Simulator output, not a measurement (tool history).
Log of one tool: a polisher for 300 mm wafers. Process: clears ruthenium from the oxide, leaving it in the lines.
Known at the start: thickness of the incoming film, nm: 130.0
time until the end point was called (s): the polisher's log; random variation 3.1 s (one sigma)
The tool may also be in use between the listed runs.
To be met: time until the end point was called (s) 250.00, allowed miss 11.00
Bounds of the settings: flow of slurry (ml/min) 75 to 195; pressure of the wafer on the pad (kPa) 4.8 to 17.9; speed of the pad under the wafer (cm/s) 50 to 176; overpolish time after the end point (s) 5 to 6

run  hour  flow of slurry (ml/min)  pressure of the wafer on the pad (kPa)  speed of the pad under the wafer (cm/s)  overpolish time after the end point (s)  time until the end point was called (s)
  1   0.0                      125                                    11.0                                      112                                        6                                   157.02
  2   2.7                      125                                    10.3                                      112                                        6                                   165.67
  3   9.9                      125                                    10.3                                      112                                        6                                   168.46
  4  11.3                      125                                    10.3                                      128                                        6                                   146.39
  5  19.8                      125                                    10.3                                      128                                        6                                   144.42
  6  25.7                      125                                    11.7                                      128                                        6                                   132.47
  7  27.8                      110                                     8.3                                      112                                        6                                   208.67
  8  36.3                      105                                     8.3                                      112                                        6                                   213.73
  9  43.4                      100                                     8.3                                      112                                        6                                   210.58
 10  44.4                      100                                     7.6                                      112                                        6                                   231.78
 11  45.1                       95                                     7.6                                      112                                        6                                   236.42

Which of these 4 next moves meets every target?
  A  45.8                       80                                     6.9                                      132                                        5                                        ?
  B  45.8                       75                                    10.3                                       90                                        6                                        ?
  C  45.8                      115                                     8.3                                       94                                        5                                        ?
  D  45.8                       90                                     9.7                                       94                                        6                                        ?

move  time until the end point was called (s)
   A                                   221.07
   B                                   218.36
   C                                   250.80
   D                                   223.66
A: further off than the last run
B: further off than the last run
C: meets every target
D: further off than the last run
The right move is C.
